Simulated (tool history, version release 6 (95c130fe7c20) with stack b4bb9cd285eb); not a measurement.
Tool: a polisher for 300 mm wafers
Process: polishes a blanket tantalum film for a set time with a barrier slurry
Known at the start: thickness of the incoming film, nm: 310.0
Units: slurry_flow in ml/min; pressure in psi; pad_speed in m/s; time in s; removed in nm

Run 1, hour 0.0: slurry_flow 220 ml/min, pressure 1.7 psi, pad_speed 0.88 m/s, slurry_solids 1.0, time 74 s. Result: removed 103.700 nm.
Run 2, hour 3.8: slurry_flow 220 ml/min, pressure 1.7 psi, pad_speed 0.88 m/s, slurry_solids 0.8, time 74 s. Result: removed 97.389 nm.
Run 3, hour 10.9: slurry_flow 220 ml/min, pressure 1.7 psi, pad_speed 0.88 m/s, slurry_solids 0.9, time 74 s. Result: removed 102.770 nm.
Run 4, hour 17.8: slurry_flow 220 ml/min, pressure 1.7 psi, pad_speed 0.88 m/s, slurry_solids 1.1, time 74 s. Result: removed 110.350 nm.
Run 5, hour 26.8: slurry_flow 220 ml/min, pressure 1.8 psi, pad_speed 0.88 m/s, slurry_solids 1.1, time 74 s. Result: removed 114.410 nm.
Run 6, hour 32.3: slurry_flow 220 ml/min, pressure 1.8 psi, pad_speed 0.76 m/s, slurry_solids 1.1, time 74 s. Result: removed 101.830 nm.
Run 7, hour 35.8: slurry_flow 220 ml/min, pressure 1.9 psi, pad_speed 0.76 m/s, slurry_solids 1.1, time 74 s. Result: removed 102.670 nm.

The next listed run, before its measurement:
Run 8, hour 37.3: slurry_flow 220 ml/min, pressure 2.0 psi, pad_speed 0.76 m/s, slurry_solids 1.1, time 74 s. Result: removed ?.

removed: 105.530 nm
